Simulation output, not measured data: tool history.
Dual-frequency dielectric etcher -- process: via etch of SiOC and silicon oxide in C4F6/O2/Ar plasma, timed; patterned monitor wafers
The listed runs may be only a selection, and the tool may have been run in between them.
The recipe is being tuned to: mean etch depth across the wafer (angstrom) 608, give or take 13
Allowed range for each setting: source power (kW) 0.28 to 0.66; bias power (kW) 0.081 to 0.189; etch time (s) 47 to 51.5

run	hour	source power (kW)	bias power (kW)	etch time (s)	mean etch depth across the wafer (angstrom)
1	0	0.47	0.135	51.5	545.63
2	4.3	0.47	0.144	51.5	559.75
3	8	0.39	0.144	51.5	523.75
4	16.8	0.41	0.145	51.5	537.23
5	17.6	0.41	0.145	47	490.8
6	26.4	0.44	0.147	47	504.66
7	30.6	0.46	0.15	47.5	518.32
8	34	0.48	0.153	48	534.55
9	37.5	0.5	0.155	48	547.4
10	38.8	0.51	0.156	48	548.45
# hour 40.8: bias power generator calibrated
11	40.8	0.52	0.158	48	556.07
12	43.9	0.53	0.159	48	552.94
13	49.7	0.54	0.161	48.5	570.47
14	50.3	0.55	0.162	48.5	571.65
15	54.3	0.56	0.163	48.5	574.61

5 next moves are on the table. One of them brings every result within its allowed miss. Which?
A	58.3	0.5	0.16	48	?
B	58.3	0.49	0.171	49	?
C	58.3	0.58	0.157	51.5	?
D	58.3	0.47	0.167	49.5	?
E	58.3	0.54	0.157	48.5	?

move	mean etch depth across the wafer (angstrom)
A	545.31
B	566.63
C	612.23
D	559.25
E	562.14
A: further off than the last run
B: further off than the last run
C: every result within its allowed miss
D: further off than the last run
E: further off than the last run
The move that meets every target is C.
